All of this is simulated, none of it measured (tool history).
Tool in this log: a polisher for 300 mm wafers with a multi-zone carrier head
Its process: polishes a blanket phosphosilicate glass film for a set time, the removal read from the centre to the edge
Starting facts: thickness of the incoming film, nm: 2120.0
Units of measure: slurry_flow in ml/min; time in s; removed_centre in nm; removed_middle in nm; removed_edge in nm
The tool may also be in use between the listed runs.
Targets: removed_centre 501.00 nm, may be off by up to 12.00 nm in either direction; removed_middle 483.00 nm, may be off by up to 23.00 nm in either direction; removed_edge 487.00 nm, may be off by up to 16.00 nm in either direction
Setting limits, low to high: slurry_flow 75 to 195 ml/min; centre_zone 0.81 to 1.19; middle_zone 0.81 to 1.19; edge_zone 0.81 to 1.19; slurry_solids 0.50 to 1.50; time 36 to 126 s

Run 1, hour 0.0: slurry_flow 125 ml/min, centre_zone 1.00, middle_zone 1.00, edge_zone 1.00, slurry_solids 1.00, time 81 s. Result: removed_centre 795.88 nm, removed_middle 786.29 nm, removed_edge 801.48 nm.
Run 2, hour 1.0: slurry_flow 125 ml/min, centre_zone 1.00, middle_zone 1.00, edge_zone 1.00, slurry_solids 1.00, time 73 s. Result: removed_centre 721.26 nm, removed_middle 699.83 nm, removed_edge 718.68 nm.
Run 3, hour 4.0: slurry_flow 150 ml/min, centre_zone 1.00, middle_zone 1.00, edge_zone 1.00, slurry_solids 1.00, time 73 s. Result: removed_centre 763.48 nm, removed_middle 745.23 nm, removed_edge 739.16 nm.
Run 4, hour 11.2: slurry_flow 150 ml/min, centre_zone 1.00, middle_zone 1.00, edge_zone 1.00, slurry_solids 1.10, time 73 s. Result: removed_centre 791.38 nm, removed_middle 757.93 nm, removed_edge 772.33 nm.
Run 5, hour 14.1: slurry_flow 145 ml/min, centre_zone 0.99, middle_zone 0.98, edge_zone 0.98, slurry_solids 1.00, time 72 s. Result: removed_centre 744.81 nm, removed_middle 718.08 nm, removed_edge 730.65 nm.
Run 6, hour 22.8: slurry_flow 140 ml/min, centre_zone 0.99, middle_zone 0.97, edge_zone 0.97, slurry_solids 0.90, time 70 s. Result: removed_centre 684.93 nm, removed_middle 650.04 nm, removed_edge 662.56 nm.
Run 7, hour 28.5: slurry_flow 135 ml/min, centre_zone 0.98, middle_zone 0.96, edge_zone 0.95, slurry_solids 0.85, time 70 s. Result: removed_centre 648.78 nm, removed_middle 621.52 nm, removed_edge 643.94 nm.
Run 8, hour 29.8: slurry_flow 125 ml/min, centre_zone 1.01, middle_zone 0.98, edge_zone 0.85, slurry_solids 0.60, time 62 s. Result: removed_centre 496.12 nm, removed_middle 468.05 nm, removed_edge 451.70 nm.
Run 9, hour 36.4: slurry_flow 125 ml/min, centre_zone 1.00, middle_zone 0.98, edge_zone 0.86, slurry_solids 0.60, time 62 s. Result: removed_centre 481.10 nm, removed_middle 468.44 nm, removed_edge 453.80 nm.
Run 10, hour 37.4: slurry_flow 125 ml/min, centre_zone 1.00, middle_zone 0.98, edge_zone 0.87, slurry_solids 0.60, time 62 s. Result: removed_centre 488.02 nm, removed_middle 457.17 nm, removed_edge 455.86 nm.
Run 11, hour 39.2: slurry_flow 140 ml/min, centre_zone 0.97, middle_zone 1.02, edge_zone 0.94, slurry_solids 0.65, time 62 s. Result: removed_centre 503.28 nm, removed_middle 516.62 nm, removed_edge 495.63 nm.
Run 12, hour 47.0: slurry_flow 140 ml/min, centre_zone 0.97, middle_zone 1.01, edge_zone 0.94, slurry_solids 0.65, time 62 s. Result: removed_centre 504.61 nm, removed_middle 516.15 nm, removed_edge 493.23 nm.
Run 13, hour 49.5: slurry_flow 140 ml/min, centre_zone 0.97, middle_zone 1.00, edge_zone 0.94, slurry_solids 0.65, time 62 s. Result: removed_centre 504.87 nm, removed_middle 507.17 nm, removed_edge 500.50 nm.

Of the 5 settings listed for the next run, only one would bring every result within its allowed miss of target. Which one?
Run A, hour 52.0: slurry_flow 145 ml/min, centre_zone 0.90, middle_zone 0.87, edge_zone 0.88, slurry_solids 0.55, time 73 s. Result: removed_centre ?, removed_middle ?, removed_edge ?.
Run B, hour 52.0: slurry_flow 145 ml/min, centre_zone 0.91, middle_zone 1.08, edge_zone 0.97, slurry_solids 0.75, time 59 s. Result: removed_centre ?, removed_middle ?, removed_edge ?.
Run C, hour 52.0: slurry_flow 155 ml/min, centre_zone 1.02, middle_zone 1.01, edge_zone 0.97, slurry_solids 0.70, time 59 s. Result: removed_centre ?, removed_middle ?, removed_edge ?.
Run D, hour 52.0: slurry_flow 105 ml/min, centre_zone 1.00, middle_zone 0.98, edge_zone 0.89, slurry_solids 0.70, time 62 s. Result: removed_centre ?, removed_middle ?, removed_edge ?.
Run E, hour 52.0: slurry_flow 95 ml/min, centre_zone 1.01, middle_zone 1.09, edge_zone 0.82, slurry_solids 0.65, time 69 s. Result: removed_centre ?, removed_middle ?, removed_edge ?.

move  removed_centre  removed_middle  removed_edge
   A          507.25          497.28        521.04
   B          486.53          564.69        509.13
   C          535.48          522.33        497.42
   D          494.71          486.67        474.70
   E          516.53          552.99        483.94
A: brings the last run's worst result on target, with another outside its allowed miss
B: lands further from the targets than the last run did
C: lands further from the targets than the last run did
D: meets every target
E: lands further from the targets than the last run did
D meets every target.
